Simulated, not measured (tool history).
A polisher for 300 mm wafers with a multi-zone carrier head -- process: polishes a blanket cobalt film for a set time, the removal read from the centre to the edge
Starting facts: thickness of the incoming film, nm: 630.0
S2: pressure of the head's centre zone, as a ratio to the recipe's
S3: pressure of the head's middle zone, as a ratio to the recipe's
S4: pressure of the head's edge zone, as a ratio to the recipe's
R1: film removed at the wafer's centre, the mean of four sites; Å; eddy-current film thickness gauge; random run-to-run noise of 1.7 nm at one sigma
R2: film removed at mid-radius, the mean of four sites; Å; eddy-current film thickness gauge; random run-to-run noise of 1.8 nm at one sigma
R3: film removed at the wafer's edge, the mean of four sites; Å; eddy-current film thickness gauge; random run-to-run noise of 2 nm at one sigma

Run 1, hour 0: flow of slurry (ml/min) 290, S2 1, S3 1, S4 1, polishing time (s) 49. Result: R1 2602.8 Å, R2 2560 Å, R3 2692.1 Å.
Run 2, hour 3: flow of slurry (ml/min) 220, S2 1, S3 1, S4 1, polishing time (s) 49. Result: R1 2439 Å, R2 2411 Å, R3 2600.2 Å.
Run 3, hour 5.9: flow of slurry (ml/min) 215, S2 0.97, S3 1, S4 1, polishing time (s) 47. Result: R1 2347.5 Å, R2 2357.5 Å, R3 2455.2 Å.
Run 4, hour 13: flow of slurry (ml/min) 210, S2 0.94, S3 1, S4 1.03, polishing time (s) 44. Result: R1 2117.6 Å, R2 2240.6 Å, R3 2334.7 Å.
Run 5, hour 17: flow of slurry (ml/min) 210, S2 0.98, S3 1, S4 1.03, polishing time (s) 44. Result: R1 2157.3 Å, R2 2190.6 Å, R3 2372.3 Å.
Run 6, hour 19.8: flow of slurry (ml/min) 205, S2 0.96, S3 1, S4 1.05, polishing time (s) 42. Result: R1 2023.2 Å, R2 2089.5 Å, R3 2275.5 Å.
Run 7, hour 21.8: flow of slurry (ml/min) 200, S2 0.94, S3 1, S4 1.07, polishing time (s) 41. Result: R1 1926.6 Å, R2 2044.6 Å, R3 2230.1 Å.
Run 8, hour 22.6: flow of slurry (ml/min) 195, S2 0.92, S3 1, S4 1.08, polishing time (s) 40. Result: R1 1805.7 Å, R2 1979.8 Å, R3 2177.3 Å.
Run 9, hour 23.9: flow of slurry (ml/min) 195, S2 0.9, S3 1, S4 1.08, polishing time (s) 39. Result: R1 1726.5 Å, R2 1913.3 Å, R3 2126.9 Å.
Run 10, hour 26.7: flow of slurry (ml/min) 195, S2 0.89, S3 1, S4 1.08, polishing time (s) 38. Result: R1 1677.4 Å, R2 1859.3 Å, R3 2075.3 Å.
Run 11, hour 33.2: flow of slurry (ml/min) 195, S2 0.89, S3 1, S4 1.08, polishing time (s) 38. Result: R1 1699.2 Å, R2 1862.7 Å, R3 2069.2 Å.
Run 12, hour 40.6: flow of slurry (ml/min) 190, S2 0.88, S3 1.01, S4 1.09, polishing time (s) 38. Result: R1 1656.2 Å, R2 1873.2 Å, R3 2054.7 Å.
Run 13, hour 48.3: flow of slurry (ml/min) 190, S2 0.87, S3 1.01, S4 1.09, polishing time (s) 38. Result: R1 1647.4 Å, R2 1864 Å, R3 2064.9 Å.
Run 14, hour 56.3: flow of slurry (ml/min) 190, S2 0.87, S3 1.01, S4 1.09, polishing time (s) 38. Result: R1 1653.1 Å, R2 1854.6 Å, R3 2080.2 Å.

Estimate the outcome of run 15 from the log above:
Run 15, hour 64.4: flow of slurry (ml/min) 190, S2 0.86, S3 1.02, S4 1.09, polishing time (s) 37. Result: R1 ?, R2 ?, R3 ?.

{"run 15": {"R1": 1567.4, "R2": 1844.4, "R3": 2004.4}}

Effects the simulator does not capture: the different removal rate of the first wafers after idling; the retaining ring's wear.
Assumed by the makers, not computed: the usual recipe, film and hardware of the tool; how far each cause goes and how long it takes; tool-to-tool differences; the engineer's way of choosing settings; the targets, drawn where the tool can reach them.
